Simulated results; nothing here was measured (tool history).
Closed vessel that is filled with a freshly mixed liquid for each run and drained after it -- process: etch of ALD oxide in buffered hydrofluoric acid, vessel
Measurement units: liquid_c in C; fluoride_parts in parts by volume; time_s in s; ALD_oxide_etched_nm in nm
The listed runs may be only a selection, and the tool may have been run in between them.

{"run": 1, "hour": 0.0, "liquid_c": 25, "fluoride_parts": 14, "time_s": 30, "ALD_oxide_etched_nm": 44.299}
{"run": 2, "hour": 4.1, "liquid_c": 23, "fluoride_parts": 14, "time_s": 30, "ALD_oxide_etched_nm": 39.559}
{"run": 3, "hour": 5.1, "liquid_c": 25, "fluoride_parts": 14, "time_s": 30, "ALD_oxide_etched_nm": 44.112}
{"run": 4, "hour": 10.2, "liquid_c": 25, "fluoride_parts": 14, "time_s": 30, "ALD_oxide_etched_nm": 45.253}
{"run": 5, "hour": 17.0, "liquid_c": 25, "fluoride_parts": 14, "time_s": 30, "ALD_oxide_etched_nm": 44.604}
{"run": 6, "hour": 23.8, "liquid_c": 27, "fluoride_parts": 13.5, "time_s": 30, "ALD_oxide_etched_nm": 51.252}
{"run": 7, "hour": 27.0, "liquid_c": 28.5, "fluoride_parts": 13, "time_s": 30, "ALD_oxide_etched_nm": 58.421}

Run 8 has not been measured yet. What should we expect?
{"run": 8, "hour": 30.8, "liquid_c": 29.5, "fluoride_parts": 13, "time_s": 30, "ALD_oxide_etched_nm": "?"}

Run 8 gave ALD_oxide_etched_nm 60.582 nm.
